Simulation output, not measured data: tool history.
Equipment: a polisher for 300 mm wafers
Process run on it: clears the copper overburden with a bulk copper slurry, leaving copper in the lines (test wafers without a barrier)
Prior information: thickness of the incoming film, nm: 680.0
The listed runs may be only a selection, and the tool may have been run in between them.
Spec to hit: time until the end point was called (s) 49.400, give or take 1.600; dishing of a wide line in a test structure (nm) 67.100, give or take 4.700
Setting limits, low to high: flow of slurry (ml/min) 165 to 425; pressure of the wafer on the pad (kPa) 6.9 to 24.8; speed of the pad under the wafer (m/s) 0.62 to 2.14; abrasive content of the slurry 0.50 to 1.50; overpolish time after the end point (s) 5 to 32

run,hour,flow of slurry (ml/min),pressure of the wafer on the pad (kPa),speed of the pad under the wafer (m/s),abrasive content of the slurry,overpolish time after the end point (s),time until the end point was called (s),dishing of a wide line in a test structure (nm)
1,0.0,275,15.9,1.38,1.00,16,65.069,72.652
2,3.6,275,15.9,1.60,1.00,16,56.852,76.071
3,10.3,275,13.1,1.60,1.00,16,66.238,68.837
4,13.5,275,13.8,1.60,1.00,15,62.979,70.184
5,14.8,275,13.8,1.60,1.00,18,63.622,76.890
6,16.8,215,13.8,1.60,1.00,18,65.633,75.432
7,21.3,220,14.5,1.60,1.00,16,62.518,72.313
8,26.2,225,15.2,1.60,1.00,15,59.703,74.060
9,34.3,230,15.9,1.60,1.00,14,57.061,71.024

Of the 4 settings listed for the next run, only one would bring every result within its allowed miss of target. Which one?
A,42.4,215,14.5,1.74,0.75,13,?,?
B,42.4,210,13.8,2.02,0.95,12,?,?
C,42.4,170,20.7,1.58,0.80,10,?,?
D,42.4,225,15.9,1.30,1.00,17,?,?

move,time until the end point was called (s),dishing of a wide line in a test structure (nm)
A,60.351,71.080
B,52.649,72.664
C,49.455,71.205
D,70.132,76.055
A: further off than the last run
B: nearer the targets than the last run, but a result is still out of spec
C: every result within its allowed miss
D: further off than the last run
The move that meets every target is C.
